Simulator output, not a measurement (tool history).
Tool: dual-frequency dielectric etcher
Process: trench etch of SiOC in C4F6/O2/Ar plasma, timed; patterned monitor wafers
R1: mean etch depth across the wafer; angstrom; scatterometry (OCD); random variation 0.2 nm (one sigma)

Run 1, hour 0: source power (kW) 0.39, bias power (kW) 0.231, etch time (s) 13.5. Result: R1 295.19 angstrom.
Run 2, hour 8.2: source power (kW) 0.41, bias power (kW) 0.234, etch time (s) 13.5. Result: R1 301.19 angstrom.
Run 3, hour 9.5: source power (kW) 0.43, bias power (kW) 0.237, etch time (s) 13.5. Result: R1 309 angstrom.
Run 4, hour 12.2: source power (kW) 0.43, bias power (kW) 0.216, etch time (s) 13.5. Result: R1 292.24 angstrom.
Run 5, hour 13.3: source power (kW) 0.45, bias power (kW) 0.222, etch time (s) 13.5. Result: R1 298.03 angstrom.
Run 6, hour 14.3: source power (kW) 0.45, bias power (kW) 0.222, etch time (s) 12.5. Result: R1 279.07 angstrom.
Run 7, hour 19.4: source power (kW) 0.46, bias power (kW) 0.237, etch time (s) 12.5. Result: R1 293.11 angstrom.
Run 8, hour 20.3: source power (kW) 0.46, bias power (kW) 0.237, etch time (s) 12.5. Result: R1 290.64 angstrom.
Run 9, hour 29.2: source power (kW) 0.47, bias power (kW) 0.25, etch time (s) 12.5. Result: R1 296.75 angstrom.
Run 10, hour 32.9: source power (kW) 0.47, bias power (kW) 0.263, etch time (s) 12.5. Result: R1 307.08 angstrom.
Run 11, hour 40.5: source power (kW) 0.47, bias power (kW) 0.263, etch time (s) 12.5. Result: R1 307.27 angstrom.
Run 12, hour 42.7: source power (kW) 0.48, bias power (kW) 0.27, etch time (s) 12.5. Result: R1 312.67 angstrom.

Run 13 comes next. What will it give?
Run 13, hour 49.6: source power (kW) 0.48, bias power (kW) 0.276, etch time (s) 12.5. Result: R1 ?.

Run 13 gave R1 317.85 angstrom.
